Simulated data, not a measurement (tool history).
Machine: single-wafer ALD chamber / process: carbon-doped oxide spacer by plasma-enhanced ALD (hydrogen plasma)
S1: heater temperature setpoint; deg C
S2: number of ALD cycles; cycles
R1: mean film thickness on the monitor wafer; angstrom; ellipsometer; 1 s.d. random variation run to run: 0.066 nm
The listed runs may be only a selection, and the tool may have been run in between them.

| run | hour | S1 | S2 | R1 |
|---|---|---|---|---|
| 1 | 0.0 | 390 | 465 | 216.61 |
| 2 | 4.2 | 390 | 531 | 247.73 |
| 3 | 13.2 | 390 | 558 | 261.89 |
| 4 | 17.5 | 381 | 558 | 261.51 |
| 5 | 20.0 | 381 | 614 | 285.85 |
| 6 | 21.7 | 381 | 550 | 255.79 |
| 7 | 31.0 | 381 | 476 | 221.88 |
| 8 | 37.4 | 381 | 461 | 214.41 |

What will run 9 give?
| 9 | 42.6 | 381 | 461 | ? |

Run 9 came out at R1 213.81 angstrom.
